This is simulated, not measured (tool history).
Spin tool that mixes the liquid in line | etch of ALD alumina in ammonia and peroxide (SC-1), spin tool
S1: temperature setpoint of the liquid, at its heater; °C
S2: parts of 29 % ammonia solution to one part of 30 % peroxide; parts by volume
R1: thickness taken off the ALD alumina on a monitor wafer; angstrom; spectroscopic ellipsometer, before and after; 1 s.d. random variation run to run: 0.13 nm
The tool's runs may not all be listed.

Run 1, hour 0.0: S1 61.0 °C, S2 0.90 parts by volume, time under the liquid (s) 70. Result: R1 102.750 angstrom.
Run 2, hour 4.9: S1 61.0 °C, S2 0.60 parts by volume, time under the liquid (s) 70. Result: R1 98.912 angstrom.
Run 3, hour 12.8: S1 63.0 °C, S2 0.60 parts by volume, time under the liquid (s) 70. Result: R1 108.020 angstrom.
Run 4, hour 21.5: S1 63.0 °C, S2 0.75 parts by volume, time under the liquid (s) 70. Result: R1 110.440 angstrom.
Run 5, hour 22.3: S1 57.5 °C, S2 0.75 parts by volume, time under the liquid (s) 70. Result: R1 84.237 angstrom.
Run 6, hour 26.3: S1 55.0 °C, S2 0.75 parts by volume, time under the liquid (s) 70. Result: R1 72.939 angstrom.
Run 7, hour 34.7: S1 58.5 °C, S2 0.75 parts by volume, time under the liquid (s) 70. Result: R1 88.377 angstrom.
Run 8, hour 42.1: S1 61.0 °C, S2 0.75 parts by volume, time under the liquid (s) 70. Result: R1 100.090 angstrom.
Run 9, hour 44.7: S1 63.0 °C, S2 0.75 parts by volume, time under the liquid (s) 70. Result: R1 110.390 angstrom.
Run 10, hour 51.2: S1 64.5 °C, S2 0.75 parts by volume, time under the liquid (s) 70. Result: R1 117.920 angstrom.
Run 11, hour 57.1: S1 65.5 °C, S2 0.75 parts by volume, time under the liquid (s) 70. Result: R1 126.440 angstrom.

For run 12, what comes out?
Run 12, hour 65.2: S1 66.0 °C, S2 0.75 parts by volume, time under the liquid (s) 70. Result: R1 ?.

For run 12 the tool returned R1 129.320 angstrom.
